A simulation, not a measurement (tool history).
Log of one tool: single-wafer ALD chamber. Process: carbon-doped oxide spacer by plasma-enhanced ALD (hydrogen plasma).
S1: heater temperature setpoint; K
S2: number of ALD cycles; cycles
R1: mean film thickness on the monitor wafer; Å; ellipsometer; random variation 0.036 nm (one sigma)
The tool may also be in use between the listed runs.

Run 1, day 0: S1 693.15 K, S2 243 cycles. Result: R1 107.75 Å.
Run 2, day 0.317: S1 693.15 K, S2 216 cycles. Result: R1 95.109 Å.
Run 3, day 0.571: S1 692.15 K, S2 222 cycles. Result: R1 98.937 Å.
Run 4, day 0.708: S1 688.15 K, S2 222 cycles. Result: R1 99.514 Å.
Run 5, day 0.758: S1 688.15 K, S2 207 cycles. Result: R1 92.645 Å.
At day 0.988: thermocouple changed; heater temperature recalibrated.
Run 6, day 0.988: S1 687.15 K, S2 214 cycles. Result: R1 98.193 Å.
Run 7, day 1.179: S1 685.15 K, S2 218 cycles. Result: R1 101.09 Å.
Run 8, day 1.425: S1 684.15 K, S2 221 cycles. Result: R1 102.1 Å.
Run 9, day 1.708: S1 683.15 K, S2 225 cycles. Result: R1 104.4 Å.
Run 10, day 2.025: S1 682.15 K, S2 229 cycles. Result: R1 106.95 Å.

Run 11 comes next. What will it give?
Run 11, day 2.188: S1 681.15 K, S2 232 cycles. Result: R1 ?.

R1: 108.11 Å
